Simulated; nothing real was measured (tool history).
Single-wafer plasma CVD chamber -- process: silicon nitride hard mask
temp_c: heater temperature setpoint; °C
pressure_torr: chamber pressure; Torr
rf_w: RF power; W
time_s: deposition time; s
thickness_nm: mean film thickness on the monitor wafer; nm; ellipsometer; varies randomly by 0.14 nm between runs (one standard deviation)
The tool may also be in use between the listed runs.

run,hour,temp_c,pressure_torr,rf_w,time_s,thickness_nm
1,0.0,385,1.91,305,33,42.588
2,3.7,385,1.81,300,33,41.235
3,12.0,385,1.81,300,34,42.533
4,17.0,385,1.81,300,33,41.402
5,23.2,385,1.81,300,33,41.166
6,25.0,391,1.81,300,33,41.111
# hour 26.3: thermocouple changed; heater temperature recalibrated
7,26.3,391,1.75,300,33,40.805
8,32.1,391,1.70,300,33,40.202

Run 9 comes next. What will it give?
9,34.3,391,1.67,300,33,?

Run 9 produced thickness_nm 39.841 nm.
